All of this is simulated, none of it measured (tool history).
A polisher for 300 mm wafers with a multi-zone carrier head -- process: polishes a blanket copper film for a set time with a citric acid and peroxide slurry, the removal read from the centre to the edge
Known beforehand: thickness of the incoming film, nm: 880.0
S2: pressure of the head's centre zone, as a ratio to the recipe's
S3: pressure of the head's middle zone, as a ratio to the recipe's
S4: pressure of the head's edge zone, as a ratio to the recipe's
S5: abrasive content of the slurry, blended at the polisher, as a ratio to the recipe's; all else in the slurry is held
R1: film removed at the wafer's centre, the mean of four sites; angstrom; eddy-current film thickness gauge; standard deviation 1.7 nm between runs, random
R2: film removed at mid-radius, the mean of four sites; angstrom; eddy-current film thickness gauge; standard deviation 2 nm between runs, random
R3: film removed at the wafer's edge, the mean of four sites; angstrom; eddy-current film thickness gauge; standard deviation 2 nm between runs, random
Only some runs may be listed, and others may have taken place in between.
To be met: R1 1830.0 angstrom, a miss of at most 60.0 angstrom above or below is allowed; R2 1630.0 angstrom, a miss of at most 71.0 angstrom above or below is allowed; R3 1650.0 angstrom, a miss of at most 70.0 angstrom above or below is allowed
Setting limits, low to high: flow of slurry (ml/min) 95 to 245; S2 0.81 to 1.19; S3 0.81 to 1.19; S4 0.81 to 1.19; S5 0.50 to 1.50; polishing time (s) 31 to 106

run 1 hour=0.0 | flow_of_slurry_(ml/min)=155 S2=1.00 S3=1.00 S4=1.00 S5=1.00 polishing_time_(s)=68 | R1=2792.5 R2=2483.4 R3=2445.4
run 2 hour=4.2 | flow_of_slurry_(ml/min)=155 S2=1.00 S3=1.00 S4=0.94 S5=1.00 polishing_time_(s)=68 | R1=2790.4 R2=2503.7 R3=2403.0
run 3 hour=6.9 | flow_of_slurry_(ml/min)=155 S2=1.00 S3=1.00 S4=0.94 S5=1.00 polishing_time_(s)=52 | R1=2120.9 R2=1899.1 R3=1805.5
run 4 hour=8.5 | flow_of_slurry_(ml/min)=155 S2=1.04 S3=1.00 S4=0.94 S5=1.00 polishing_time_(s)=52 | R1=2195.6 R2=1932.7 R3=1796.0
run 5 hour=15.6 | flow_of_slurry_(ml/min)=155 S2=1.04 S3=1.05 S4=0.94 S5=1.00 polishing_time_(s)=52 | R1=2191.1 R2=1961.9 R3=1820.5
-- hour=24.3 centre zone pressure recalibrated
run 6 hour=24.3 | flow_of_slurry_(ml/min)=150 S2=1.03 S3=1.03 S4=0.95 S5=0.95 polishing_time_(s)=52 | R1=1907.0 R2=1894.5 R3=1811.4
run 7 hour=30.4 | flow_of_slurry_(ml/min)=150 S2=1.04 S3=1.01 S4=0.95 S5=0.95 polishing_time_(s)=51 | R1=1918.3 R2=1858.3 R3=1759.1
run 8 hour=35.6 | flow_of_slurry_(ml/min)=150 S2=1.04 S3=0.98 S4=0.95 S5=0.95 polishing_time_(s)=51 | R1=1935.5 R2=1811.2 R3=1772.1
run 9 hour=37.0 | flow_of_slurry_(ml/min)=150 S2=1.04 S3=0.97 S4=0.94 S5=0.95 polishing_time_(s)=51 | R1=1942.6 R2=1794.9 R3=1747.5
run 10 hour=42.0 | flow_of_slurry_(ml/min)=150 S2=1.04 S3=0.96 S4=0.93 S5=0.95 polishing_time_(s)=51 | R1=1949.6 R2=1772.1 R3=1757.4
run 11 hour=49.5 | flow_of_slurry_(ml/min)=115 S2=1.04 S3=0.93 S4=0.88 S5=0.85 polishing_time_(s)=51 | R1=1751.6 R2=1595.5 R3=1618.7

Consider the 4 candidate settings below. Which is the only one whose results all fall within their allowed miss of target?
run A hour=57.0 | flow_of_slurry_(ml/min)=175 S2=0.97 S3=1.01 S4=0.95 S5=0.50 polishing_time_(s)=52 | R1=? R2=? R3=?
run B hour=57.0 | flow_of_slurry_(ml/min)=115 S2=1.09 S3=0.83 S4=0.88 S5=1.20 polishing_time_(s)=50 | R1=? R2=? R3=?
run C hour=57.0 | flow_of_slurry_(ml/min)=105 S2=1.06 S3=0.92 S4=0.84 S5=0.95 polishing_time_(s)=53 | R1=? R2=? R3=?
run D hour=57.0 | flow_of_slurry_(ml/min)=145 S2=0.99 S3=0.99 S4=0.87 S5=0.60 polishing_time_(s)=52 | R1=? R2=? R3=?

move=A R1=1684.2 R2=1719.3 R3=1623.0
move=B R1=1902.8 R2=1486.9 R3=1643.5
move=C R1=1820.2 R2=1598.6 R3=1600.7
move=D R1=1697.1 R2=1677.0 R3=1561.9
A: further off than the last run
B: carries the result that was furthest off beyond its target, to the other side
C: all results land within tolerance of their targets
D: further off than the last run
Answer: C

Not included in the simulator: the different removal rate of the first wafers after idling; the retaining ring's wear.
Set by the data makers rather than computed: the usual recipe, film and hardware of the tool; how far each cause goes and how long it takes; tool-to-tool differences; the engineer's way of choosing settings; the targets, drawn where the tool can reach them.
